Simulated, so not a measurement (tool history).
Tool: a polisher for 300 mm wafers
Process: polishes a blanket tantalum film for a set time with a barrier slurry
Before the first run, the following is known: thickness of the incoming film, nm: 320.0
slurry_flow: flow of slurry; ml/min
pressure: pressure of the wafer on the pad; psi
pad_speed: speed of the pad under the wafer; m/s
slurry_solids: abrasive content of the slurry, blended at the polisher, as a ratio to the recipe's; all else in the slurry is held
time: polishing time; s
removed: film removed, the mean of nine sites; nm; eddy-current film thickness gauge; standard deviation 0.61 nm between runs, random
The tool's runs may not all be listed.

run,hour,slurry_flow,pressure,pad_speed,slurry_solids,time,removed
1,0.0,175,2.4,1.26,1.0,25,55.952
2,1.9,175,2.4,1.46,1.0,25,63.431
3,6.6,160,2.4,1.46,1.0,25,63.136
4,11.2,170,2.6,1.46,1.0,25,66.719
# hour 13.4: worn pad replaced by a new one
5,13.4,175,2.8,1.46,1.0,25,74.683
6,15.8,140,2.8,1.46,1.0,25,71.182
7,17.4,190,3.0,1.46,1.0,25,79.310

Run 8 is up next; what results do you expect?
8,25.7,195,3.0,1.46,1.0,25,?

{"run 8": {"removed": 79.804}}
